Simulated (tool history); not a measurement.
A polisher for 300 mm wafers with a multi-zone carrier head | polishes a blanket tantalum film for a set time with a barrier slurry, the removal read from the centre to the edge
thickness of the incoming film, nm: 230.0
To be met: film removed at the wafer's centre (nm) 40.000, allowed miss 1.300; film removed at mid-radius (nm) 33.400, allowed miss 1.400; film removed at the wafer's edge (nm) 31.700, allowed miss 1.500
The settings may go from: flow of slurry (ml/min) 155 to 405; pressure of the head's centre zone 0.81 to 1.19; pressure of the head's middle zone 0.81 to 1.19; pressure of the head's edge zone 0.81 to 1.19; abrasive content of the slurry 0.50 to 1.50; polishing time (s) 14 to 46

run   hour  flow of slurry (ml/min)  pressure of the head's centre zone  pressure of the head's middle zone  pressure of the head's edge zone  abrasive content of the slurry  polishing time (s)  film removed at the wafer's centre (nm)  film removed at mid-radius (nm)  film removed at the wafer's edge (nm)
  1    0.0                      260                                1.00                                1.00                              1.00                            1.00                  30                                   47.215                           47.427                                 46.251
  2    0.7                      260                                1.00                                1.07                              1.00                            1.00                  30                                   47.177                           49.350                                 46.451
  3    9.7                      260                                1.02                                1.05                              0.98                            0.95                  29                                   45.430                           46.604                                 43.392
  4   17.0                      260                                1.02                                0.98                              0.98                            0.95                  29                                   45.567                           45.291                                 42.781
  5   18.8                      255                                1.04                                0.96                              0.98                            0.90                  29                                   44.964                           43.086                                 42.597
  6   19.4                      260                                1.06                                0.95                              0.96                            0.85                  29                                   45.512                           41.778                                 41.835
  7   22.7                      265                                1.07                                0.96                              0.94                            0.80                  28                                   42.695                           40.783                                 38.635
  8   25.9                      265                                1.08                                0.95                              0.93                            0.75                  28                                   42.569                           39.297                                 38.079
  9   31.2                      265                                1.09                                0.94                              0.92                            0.70                  28                                   42.187                           37.406                                 36.461
 10   39.5                      265                                1.09                                0.94                              0.91                            0.70                  28                                   41.928                           37.219                                 36.557
 11   46.9                      265                                1.10                                0.94                              0.90                            0.70                  28                                   41.813                           37.276                                 36.310
 12   51.3                      265                                1.11                                0.94                              0.89                            0.70                  28                                   42.084                           37.495                                 35.930
 13   60.3                      265                                1.12                                0.94                              0.88                            0.70                  28                                   42.869                           37.113                                 35.498
 14   68.7                      265                                1.12                                0.94                              0.88                            0.70                  28                                   41.658                           37.472                                 36.076
 15   77.4                      270                                1.13                                0.94                              0.87                            0.65                  28                                   42.252                           36.279                                 34.380
 16   83.9                      245                                1.11                                0.90                              0.81                            0.55                  28                                   36.571                           31.906                                 30.254
 17   89.2                      250                                1.11                                0.90                              0.81                            0.55                  28                                   36.801                           32.075                                 29.806
 18   96.7                      255                                1.11                                0.90                              0.81                            0.55                  28                                   36.895                           32.153                                 30.047
 19  104.6                      260                                1.11                                0.90                              0.81                            0.55                  28                                   37.207                           31.621                                 29.475

Which of these 5 next moves meets every target?
  A  112.5                      205                                1.03                                0.91                              0.91                            0.75                  24                                        ?                                ?                                      ?
  B  112.5                      200                                1.10                                0.94                              0.85                            0.50                  31                                        ?                                ?                                      ?
  C  112.5                      200                                1.12                                0.81                              1.04                            0.55                  28                                        ?                                ?                                      ?
  D  112.5                      305                                1.11                                1.04                              0.82                            0.50                  29                                        ?                                ?                                      ?
  E  112.5                      330                                1.12                                0.88                              0.81                            0.50                  31                                        ?                                ?                                      ?

move  film removed at the wafer's centre (nm)  film removed at mid-radius (nm)  film removed at the wafer's edge (nm)
   A                                   33.438                           31.963                                 31.347
   B                                   36.584                           33.317                                 31.223
   C                                   35.811                           29.596                                 32.839
   D                                   36.757                           34.882                                 29.982
   E                                   39.956                           34.248                                 32.125
A: further off than the last run
B: further off than the last run
C: further off than the last run
D: further off than the last run
E: meets every target
Move E is the one to make.
